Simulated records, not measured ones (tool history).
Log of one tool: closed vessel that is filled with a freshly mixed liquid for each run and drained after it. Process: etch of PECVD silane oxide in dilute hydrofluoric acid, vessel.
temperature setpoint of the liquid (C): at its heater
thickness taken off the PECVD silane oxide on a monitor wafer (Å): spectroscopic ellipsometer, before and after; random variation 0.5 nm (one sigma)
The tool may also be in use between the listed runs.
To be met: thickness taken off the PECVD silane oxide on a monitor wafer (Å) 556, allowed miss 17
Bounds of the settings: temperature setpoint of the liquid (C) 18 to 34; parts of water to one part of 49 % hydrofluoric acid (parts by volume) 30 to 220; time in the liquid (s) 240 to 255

run    day  temperature setpoint of the liquid (C)  parts of water to one part of 49 % hydrofluoric acid (parts by volume)  time in the liquid (s)  thickness taken off the PECVD silane oxide on a monitor wafer (Å)
  1      0                                      26                                                                     125                     240                                                             688.06
  2  0.196                                      26                                                                      95                     240                                                             932.26
  3  0.562                                      26                                                                      65                     240                                                             1430.2
  4  0.767                                      24                                                                      80                     240                                                             1058.7
  5  0.829                                      24                                                                      80                     255                                                             1133.4
       1.2  -- hydrofluoric acid flow meter replaced
  6    1.2                                    22.5                                                                      90                     255                                                             994.42
  7    1.3                                    21.5                                                                     100                     255                                                             866.82
  8  1.533                                    20.5                                                                     110                     255                                                             747.53
  9  1.817                                      20                                                                     115                     255                                                             688.92
 10  1.896                                    19.5                                                                     120                     255                                                             624.23
 11   2.05                                      19                                                                     120                     255                                                             618.19

5 next moves are on the table. One of them brings every result within its allowed miss. Which?
  A  2.204                                      18                                                                     130                     255                                                                  ?
  B  2.204                                    19.5                                                                     105                     255                                                                  ?
  C  2.204                                    20.5                                                                     120                     255                                                                  ?
  D  2.204                                    18.5                                                                     105                     255                                                                  ?
  E  2.204                                      19                                                                     110                     255                                                                  ?

move  thickness taken off the PECVD silane oxide on a monitor wafer (Å)
   A                                                             550.19
   B                                                             743.88
   C                                                             666.91
   D                                                             713.77
   E                                                             691.84
A: meets every target
B: further off than the last run
C: further off than the last run
D: further off than the last run
E: further off than the last run
Move A is the one to make.

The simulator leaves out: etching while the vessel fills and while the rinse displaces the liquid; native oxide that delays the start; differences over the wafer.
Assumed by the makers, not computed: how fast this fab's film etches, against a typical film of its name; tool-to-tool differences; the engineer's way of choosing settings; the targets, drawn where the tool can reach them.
